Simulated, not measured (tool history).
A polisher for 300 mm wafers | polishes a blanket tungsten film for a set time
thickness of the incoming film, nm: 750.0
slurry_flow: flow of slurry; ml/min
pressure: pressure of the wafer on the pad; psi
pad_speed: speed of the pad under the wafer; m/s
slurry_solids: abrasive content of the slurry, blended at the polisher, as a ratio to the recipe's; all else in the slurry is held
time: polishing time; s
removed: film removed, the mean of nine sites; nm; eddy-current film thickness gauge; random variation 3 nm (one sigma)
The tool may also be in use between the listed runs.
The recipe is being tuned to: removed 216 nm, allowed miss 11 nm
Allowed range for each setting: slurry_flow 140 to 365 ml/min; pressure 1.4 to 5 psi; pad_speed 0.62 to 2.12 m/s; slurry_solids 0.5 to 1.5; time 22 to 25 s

run	hour	slurry_flow	pressure	pad_speed	slurry_solids	time	removed
1	0	235	3.2	1.36	1	25	138.54
2	5	235	3.6	1.38	1	25	156.08
3	6.2	235	3.9	1.4	1	25	171.12
4	13.1	235	3.9	1.4	1	22	154.65
5	16.4	185	3.9	1.4	1	22	146.88
6	20.1	140	3.9	1.4	1	22	138.49
7	25.5	165	4.2	1.42	1	22	157.92
8	34.3	185	4.4	1.42	1	22	169.8
9	35.8	200	4.6	1.42	1	22	178.2
10	36.4	210	4.7	1.44	1	22	189.24
11	45.1	220	4.8	1.44	1	22	195.63
12	51.6	225	4.9	1.44	1	22	196.42
13	60.3	230	4.9	1.46	1	22	201.02
14	61.3	230	4.9	1.48	1	22	201.56

Which of these 4 next moves meets every target?
A	62.3	300	4.2	1.6	0.95	22	?
B	62.3	195	4.7	1.32	1	22	?
C	62.3	245	4.8	1.4	0.95	22	?
D	62.3	195	4.4	1.52	1.05	25	?

move	removed
A	185.47
B	165.9
C	181.63
D	206.19
A: further off than the last run
B: further off than the last run
C: further off than the last run
D: meets every target
Answer: D
